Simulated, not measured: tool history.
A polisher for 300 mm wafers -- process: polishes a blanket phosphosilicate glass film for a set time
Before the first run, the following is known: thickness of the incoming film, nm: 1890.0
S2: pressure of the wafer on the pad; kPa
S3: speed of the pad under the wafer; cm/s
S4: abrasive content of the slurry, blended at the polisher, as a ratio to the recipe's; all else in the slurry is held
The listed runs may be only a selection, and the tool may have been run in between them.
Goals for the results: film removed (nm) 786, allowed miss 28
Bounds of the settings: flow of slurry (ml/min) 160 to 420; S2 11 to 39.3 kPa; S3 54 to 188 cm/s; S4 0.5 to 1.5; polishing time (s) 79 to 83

{"run": 1, "day": 0.0, "flow of slurry (ml/min)": 270, "S2": 24.8, "S3": 120, "S4": 1, "polishing time (s)": 79, "film removed (nm)": 948.67}
{"run": 2, "day": 0.05, "flow of slurry (ml/min)": 225, "S2": 24.8, "S3": 120, "S4": 1, "polishing time (s)": 79, "film removed (nm)": 914.92}
{"run": 3, "day": 0.225, "flow of slurry (ml/min)": 225, "S2": 24.1, "S3": 120, "S4": 1, "polishing time (s)": 79, "film removed (nm)": 912.07}
{"run": 4, "day": 0.396, "flow of slurry (ml/min)": 225, "S2": 24.1, "S3": 120, "S4": 1, "polishing time (s)": 79, "film removed (nm)": 922.16}
{"run": 5, "day": 0.696, "flow of slurry (ml/min)": 225, "S2": 24.1, "S3": 120, "S4": 1, "polishing time (s)": 83, "film removed (nm)": 945.14}
{"run": 6, "day": 0.783, "flow of slurry (ml/min)": 225, "S2": 23.4, "S3": 120, "S4": 1, "polishing time (s)": 83, "film removed (nm)": 925.83}
{"run": 7, "day": 0.925, "flow of slurry (ml/min)": 225, "S2": 23.4, "S3": 120, "S4": 1, "polishing time (s)": 83, "film removed (nm)": 950}
{"run": 8, "day": 1.1, "flow of slurry (ml/min)": 225, "S2": 23.4, "S3": 120, "S4": 1, "polishing time (s)": 83, "film removed (nm)": 924.46}
{"run": 9, "day": 1.179, "flow of slurry (ml/min)": 225, "S2": 22.8, "S3": 120, "S4": 1, "polishing time (s)": 83, "film removed (nm)": 913.83}
{"run": 10, "day": 1.279, "flow of slurry (ml/min)": 225, "S2": 22.1, "S3": 120, "S4": 1, "polishing time (s)": 83, "film removed (nm)": 903.05}

5 candidate next runs follow, results not yet known. Just one meets every target within its allowed miss. Identify it.
{"run": "A", "day": 1.379, "flow of slurry (ml/min)": 210, "S2": 22.8, "S3": 100, "S4": 1.1, "polishing time (s)": 79, "film removed (nm)": "?"}
{"run": "B", "day": 1.379, "flow of slurry (ml/min)": 205, "S2": 21.4, "S3": 120, "S4": 1, "polishing time (s)": 80, "film removed (nm)": "?"}
{"run": "C", "day": 1.379, "flow of slurry (ml/min)": 265, "S2": 26.9, "S3": 144, "S4": 0.85, "polishing time (s)": 83, "film removed (nm)": "?"}
{"run": "D", "day": 1.379, "flow of slurry (ml/min)": 270, "S2": 22.1, "S3": 130, "S4": 0.85, "polishing time (s)": 83, "film removed (nm)": "?"}
{"run": "E", "day": 1.379, "flow of slurry (ml/min)": 160, "S2": 15.9, "S3": 132, "S4": 1.25, "polishing time (s)": 79, "film removed (nm)": "?"}

move=A film_removed_(nm)=801.37
move=B film_removed_(nm)=849.2
move=C film_removed_(nm)=1066.9
move=D film_removed_(nm)=875.69
move=E film_removed_(nm)=844.71
A: all results land within tolerance of their targets
B: nearer the targets than the last run, but a result is still out of spec
C: the biggest miss grows against the last run
D: nearer the targets than the last run, but a result is still out of spec
E: nearer the targets than the last run, but a result is still out of spec
The move that meets every target is A.
